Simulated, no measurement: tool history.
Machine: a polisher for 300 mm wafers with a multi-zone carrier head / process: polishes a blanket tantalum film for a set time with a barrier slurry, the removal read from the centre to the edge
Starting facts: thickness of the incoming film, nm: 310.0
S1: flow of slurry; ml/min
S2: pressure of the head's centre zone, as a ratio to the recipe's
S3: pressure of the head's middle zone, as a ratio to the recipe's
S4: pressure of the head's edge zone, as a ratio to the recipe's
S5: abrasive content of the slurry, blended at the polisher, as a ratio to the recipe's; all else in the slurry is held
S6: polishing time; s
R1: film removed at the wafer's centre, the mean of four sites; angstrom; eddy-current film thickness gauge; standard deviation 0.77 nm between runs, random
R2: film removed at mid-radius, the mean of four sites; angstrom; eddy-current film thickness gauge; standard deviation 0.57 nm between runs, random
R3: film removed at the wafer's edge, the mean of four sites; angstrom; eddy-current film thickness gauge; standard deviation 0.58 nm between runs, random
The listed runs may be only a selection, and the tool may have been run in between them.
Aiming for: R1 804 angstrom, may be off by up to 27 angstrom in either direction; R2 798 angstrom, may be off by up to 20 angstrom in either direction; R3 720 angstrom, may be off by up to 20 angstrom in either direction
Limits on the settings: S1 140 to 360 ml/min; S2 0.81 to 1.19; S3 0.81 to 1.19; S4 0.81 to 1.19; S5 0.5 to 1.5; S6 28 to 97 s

Run 1, hour 0: S1 230 ml/min, S2 1, S3 1, S4 1, S5 1, S6 62 s. Result: R1 1116.1 angstrom, R2 1160.4 angstrom, R3 1172.5 angstrom.
Run 2, hour 2.2: S1 230 ml/min, S2 1.04, S3 1, S4 1, S5 1, S6 62 s. Result: R1 1166.8 angstrom, R2 1151 angstrom, R3 1169.6 angstrom.
Run 3, hour 7.1: S1 230 ml/min, S2 1.04, S3 1.01, S4 0.97, S5 0.9, S6 60 s. Result: R1 1096 angstrom, R2 1096.5 angstrom, R3 1086.1 angstrom.
Run 4, hour 14.3: S1 230 ml/min, S2 1.05, S3 1.01, S4 0.95, S5 0.85, S6 58 s. Result: R1 1036.4 angstrom, R2 1033.3 angstrom, R3 1033.6 angstrom.
Run 5, hour 16.7: S1 230 ml/min, S2 1.01, S3 1.01, S4 0.95, S5 0.85, S6 58 s. Result: R1 1024.9 angstrom, R2 1027.2 angstrom, R3 1034.5 angstrom.
Run 6, hour 17.3: S1 230 ml/min, S2 1.02, S3 1.03, S4 0.93, S5 0.8, S6 56 s. Result: R1 971.45 angstrom, R2 999.84 angstrom, R3 966.87 angstrom.
Run 7, hour 18.7: S1 230 ml/min, S2 1.03, S3 1.04, S4 0.91, S5 0.75, S6 55 s. Result: R1 950.29 angstrom, R2 971.62 angstrom, R3 903.66 angstrom.
Run 8, hour 20.6: S1 230 ml/min, S2 1.03, S3 1.04, S4 0.91, S5 0.75, S6 55 s. Result: R1 959.61 angstrom, R2 983.93 angstrom, R3 918.35 angstrom.
At hour 24.7: centre zone pressure recalibrated.
Run 9, hour 24.7: S1 225 ml/min, S2 1.03, S3 1.04, S4 0.9, S5 0.7, S6 54 s. Result: R1 958.02 angstrom, R2 935.13 angstrom, R3 883.3 angstrom.
Run 10, hour 28.7: S1 220 ml/min, S2 1.02, S3 1.04, S4 0.89, S5 0.65, S6 53 s. Result: R1 909.76 angstrom, R2 898.77 angstrom, R3 840.39 angstrom.
Run 11, hour 32.3: S1 180 ml/min, S2 1.01, S3 1.02, S4 0.81, S5 0.5, S6 50 s. Result: R1 783.9 angstrom, R2 756.13 angstrom, R3 694.73 angstrom.

Consider the 4 candidate settings below. Which is the only one whose results all fall within their allowed miss of target?
Run A, hour 35.9: S1 205 ml/min, S2 0.9, S3 1.12, S4 0.81, S5 0.55, S6 50 s. Result: R1 ?, R2 ?, R3 ?.
Run B, hour 35.9: S1 225 ml/min, S2 1.04, S3 1.09, S4 0.82, S5 0.55, S6 47 s. Result: R1 ?, R2 ?, R3 ?.
Run C, hour 35.9: S1 185 ml/min, S2 1.02, S3 1.03, S4 0.84, S5 0.5, S6 50 s. Result: R1 ?, R2 ?, R3 ?.
Run D, hour 35.9: S1 200 ml/min, S2 0.99, S3 1.03, S4 0.81, S5 0.6, S6 49 s. Result: R1 ?, R2 ?, R3 ?.

move      R1      R2      R3
   A  732.48  850.25  718.92
   B  805.22   788.7  684.68
   C  796.82  762.19  704.77
   D  807.72  795.51  722.13
A: takes the biggest miss from the last run beyond its target
B: gets the furthest-off result to its target, but another result is out of tolerance
C: an improvement on the last run, though not all results are within tolerance
D: meets every target
So the answer is move D, the one that meets all the targets.
